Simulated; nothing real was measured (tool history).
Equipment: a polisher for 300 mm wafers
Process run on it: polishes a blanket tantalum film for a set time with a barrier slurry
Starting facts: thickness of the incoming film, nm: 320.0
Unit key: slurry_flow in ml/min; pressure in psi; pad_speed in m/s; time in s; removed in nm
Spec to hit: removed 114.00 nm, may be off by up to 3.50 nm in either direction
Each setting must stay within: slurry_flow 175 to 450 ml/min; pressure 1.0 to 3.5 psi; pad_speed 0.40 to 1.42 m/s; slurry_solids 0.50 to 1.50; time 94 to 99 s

run  hour  slurry_flow  pressure  pad_speed  slurry_solids  time  removed
  1   0.0          290       2.2       0.90           1.00    94   175.87
  2   5.2          290       2.2       0.68           1.00    94   134.98
  3   9.2          290       2.1       0.68           1.00    94   127.03
  4  12.5          290       2.1       0.68           1.00    99   133.80
  5  13.2          290       2.0       0.68           1.00    99   127.89
  6  22.1          290       2.0       0.68           1.20    99   135.18
  7  27.0          290       1.9       0.68           1.20    99   131.27
  8  29.6          290       1.9       0.68           1.20    99   129.16
  9  36.0          290       1.8       0.68           1.20    99   122.93

Next run, 4 choices. One meets every target within its allowed miss, the rest don't. Which?
  A  42.4          295       1.7       0.80           1.35    99        ?
  B  42.4          340       1.8       0.78           1.15    99        ?
  C  42.4          265       1.5       0.74           1.30    94        ?
  D  42.4          315       2.0       0.62           1.05    94        ?

move  removed
   A   141.88
   B   143.41
   C   108.25
   D   117.11
A: its largest miss is bigger than the last run's
B: its largest miss is bigger than the last run's
C: takes the biggest miss from the last run beyond its target
D: all results in spec
Answer: D
